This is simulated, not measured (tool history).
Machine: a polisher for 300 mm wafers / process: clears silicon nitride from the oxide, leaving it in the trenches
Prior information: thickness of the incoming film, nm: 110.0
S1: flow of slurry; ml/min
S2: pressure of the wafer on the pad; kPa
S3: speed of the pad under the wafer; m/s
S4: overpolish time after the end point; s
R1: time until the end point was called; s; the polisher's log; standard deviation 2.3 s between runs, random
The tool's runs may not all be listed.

Run 1, hour 0: S1 150 ml/min, S2 15.9 kPa, S3 1.1 m/s, S4 16 s. Result: R1 147.6 s.
Run 2, hour 4.5: S1 150 ml/min, S2 15.2 kPa, S3 1.1 m/s, S4 16 s. Result: R1 153.39 s.
Run 3, hour 5.3: S1 150 ml/min, S2 19.3 kPa, S3 1.1 m/s, S4 16 s. Result: R1 121.48 s.
Run 4, hour 8.4: S1 150 ml/min, S2 19.3 kPa, S3 1.24 m/s, S4 16 s. Result: R1 107.72 s.
Run 5, hour 11: S1 150 ml/min, S2 16.5 kPa, S3 1.24 m/s, S4 16 s. Result: R1 126.25 s.
Run 6, hour 13.4: S1 150 ml/min, S2 16.5 kPa, S3 1.24 m/s, S4 17 s. Result: R1 127.7 s.

Run 7, settings as shown, results not yet in. Your forecast:
Run 7, hour 19.1: S1 150 ml/min, S2 15.9 kPa, S3 1.24 m/s, S4 17 s. Result: R1 ?.

R1: 133.89 s

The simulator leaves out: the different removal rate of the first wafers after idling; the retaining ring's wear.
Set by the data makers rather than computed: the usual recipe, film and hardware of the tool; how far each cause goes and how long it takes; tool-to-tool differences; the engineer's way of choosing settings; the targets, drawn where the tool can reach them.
